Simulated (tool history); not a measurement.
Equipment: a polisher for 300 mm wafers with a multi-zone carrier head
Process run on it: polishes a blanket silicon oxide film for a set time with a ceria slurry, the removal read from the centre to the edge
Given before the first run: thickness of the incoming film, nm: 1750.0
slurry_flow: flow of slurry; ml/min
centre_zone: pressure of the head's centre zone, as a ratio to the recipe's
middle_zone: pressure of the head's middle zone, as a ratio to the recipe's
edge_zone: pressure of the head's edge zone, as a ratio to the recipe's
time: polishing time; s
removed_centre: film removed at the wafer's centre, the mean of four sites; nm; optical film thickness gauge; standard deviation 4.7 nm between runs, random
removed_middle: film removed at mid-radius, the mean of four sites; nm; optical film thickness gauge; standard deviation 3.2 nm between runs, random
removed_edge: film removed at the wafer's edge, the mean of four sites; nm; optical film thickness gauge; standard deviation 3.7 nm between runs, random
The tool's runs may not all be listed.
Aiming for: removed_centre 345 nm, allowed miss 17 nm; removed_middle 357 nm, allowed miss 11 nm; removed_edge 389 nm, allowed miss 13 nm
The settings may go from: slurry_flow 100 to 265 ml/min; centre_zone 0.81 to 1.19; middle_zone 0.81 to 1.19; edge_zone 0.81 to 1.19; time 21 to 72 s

run	hour	slurry_flow	centre_zone	middle_zone	edge_zone	time	removed_centre	removed_middle	removed_edge
1	0	170	1	1	1	46	258.62	253.37	273.44
2	5.6	170	1	1.05	1	46	264.59	264.37	275.61
3	10.3	170	1	1.09	1	46	262.49	274.93	275.36
4	12.4	170	1.06	1.09	1	46	272.23	273.59	270.64
5	16.1	145	1.06	1.09	1	46	266.1	268.07	274.49
6	21	140	1.06	1.09	1.02	48	269.58	274.13	281.7
7	24.6	145	1.05	1.09	1.04	50	285.72	289.49	296.68
8	29.4	145	1.04	1.08	1.05	52	297.42	298.21	313.87
9	34	150	1.03	1.08	1.07	53	297.82	303.43	322.12
10	40	190	1.04	1.11	1.17	60	359.61	367.43	388.38

Which one of the following 5 next-run settings gets every result inside its allowed miss? There is exactly one.
A	46	245	1.08	1.08	1.12	59	?	?	?
B	46	175	1.19	1.12	1.14	60	?	?	?
C	46	190	0.96	1.13	1.15	61	?	?	?
D	46	135	1	1.07	1.13	63	?	?	?
E	46	200	1.08	1.02	1	64	?	?	?

move	removed_centre	removed_middle	removed_edge
A	387.05	360.57	392.44
B	404.51	361.57	389.54
C	352.4	375.27	401.39
D	352.43	349.65	394.66
E	407.97	363.28	394.26
A: brings the last run's worst result on target, with another outside its allowed miss
B: brings the last run's worst result on target, with another outside its allowed miss
C: moves away from the targets compared with the last run
D: all results in spec
E: brings the last run's worst result on target, with another outside its allowed miss
D meets every target.
